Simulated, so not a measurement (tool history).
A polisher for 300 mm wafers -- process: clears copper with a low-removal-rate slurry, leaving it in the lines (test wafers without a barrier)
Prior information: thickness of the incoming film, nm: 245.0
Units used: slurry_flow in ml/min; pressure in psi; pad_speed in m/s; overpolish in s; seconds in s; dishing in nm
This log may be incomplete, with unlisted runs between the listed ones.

| run | hour | slurry_flow | pressure | pad_speed | slurry_solids | overpolish | seconds | dishing |
|---|---|---|---|---|---|---|---|---|
| 1 | 0.0 | 235 | 2.5 | 0.90 | 1.00 | 22 | 107.10 | 40.625 |
| 2 | 7.1 | 235 | 2.1 | 0.92 | 1.00 | 17 | 123.56 | 27.795 |
| 3 | 8.4 | 235 | 2.4 | 0.92 | 1.00 | 17 | 105.40 | 30.653 |
| 4 | 11.0 | 235 | 2.4 | 0.92 | 1.15 | 17 | 104.55 | 32.189 |
| 5 | 12.1 | 255 | 2.4 | 0.92 | 1.15 | 17 | 103.16 | 33.490 |
| 6 | 18.5 | 240 | 2.1 | 0.92 | 1.10 | 14 | 118.96 | 24.742 |
| 7 | 27.5 | 235 | 1.9 | 0.92 | 1.10 | 12 | 131.99 | 19.352 |
| 8 | 29.8 | 225 | 1.8 | 0.92 | 1.10 | 11 | 140.00 | 16.192 |

What does the tool deliver on the next run?
| 9 | 34.9 | 205 | 1.7 | 0.92 | 1.10 | 12 | ? | ? |

{"run 9": {"seconds": 147.22, "dishing": 16.671}}
